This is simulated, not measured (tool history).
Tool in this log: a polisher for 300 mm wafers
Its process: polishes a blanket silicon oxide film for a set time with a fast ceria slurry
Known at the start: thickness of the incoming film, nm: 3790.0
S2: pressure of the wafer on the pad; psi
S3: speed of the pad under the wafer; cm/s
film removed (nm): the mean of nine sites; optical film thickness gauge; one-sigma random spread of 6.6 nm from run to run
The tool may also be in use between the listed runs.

run 1 hour=0 | flow_of_slurry_(ml/min)=260 S2=3 S3=130 polishing_time_(s)=76 | film_removed_(nm)=1496
run 2 hour=6.2 | flow_of_slurry_(ml/min)=260 S2=3.3 S3=130 polishing_time_(s)=76 | film_removed_(nm)=1637.5
run 3 hour=8.4 | flow_of_slurry_(ml/min)=255 S2=2.7 S3=124 polishing_time_(s)=76 | film_removed_(nm)=1296.9
run 4 hour=15.3 | flow_of_slurry_(ml/min)=255 S2=2.7 S3=108 polishing_time_(s)=76 | film_removed_(nm)=1176.4
run 5 hour=19.5 | flow_of_slurry_(ml/min)=225 S2=2.7 S3=108 polishing_time_(s)=76 | film_removed_(nm)=1152.8
run 6 hour=24.4 | flow_of_slurry_(ml/min)=225 S2=2.3 S3=108 polishing_time_(s)=76 | film_removed_(nm)=1004.7

Run 7 is up next; what results do you expect?
run 7 hour=27 | flow_of_slurry_(ml/min)=220 S2=2.1 S3=108 polishing_time_(s)=76 | film_removed_(nm)=?

{"run 7": {"film removed (nm)": 913.75}}
